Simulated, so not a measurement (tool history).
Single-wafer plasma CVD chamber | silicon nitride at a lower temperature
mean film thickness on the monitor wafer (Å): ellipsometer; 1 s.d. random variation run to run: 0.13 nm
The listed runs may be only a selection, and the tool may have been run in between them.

| run | hour | heater temperature setpoint (deg C) | chamber pressure (Pa) | RF power (kW) | deposition time (s) | mean film thickness on the monitor wafer (Å) |
|---|---|---|---|---|---|---|
| 1 | 0.0 | 340 | 261 | 0.390 | 24.5 | 357.05 |
| 2 | 8.4 | 347 | 261 | 0.390 | 24.5 | 354.30 |
| 3 | 16.3 | 347 | 261 | 0.390 | 24.5 | 357.87 |
| 4 | 23.8 | 351 | 261 | 0.390 | 24.5 | 356.55 |
| 5 | 30.6 | 351 | 249 | 0.385 | 24.5 | 350.08 |
| 6 | 39.4 | 351 | 240 | 0.380 | 24.5 | 341.50 |
| 7 | 40.6 | 351 | 232 | 0.380 | 24.5 | 339.75 |

Predict the results of run 8:
| 8 | 44.4 | 351 | 224 | 0.380 | 24.5 | ? |

mean film thickness on the monitor wafer (Å): 336.58
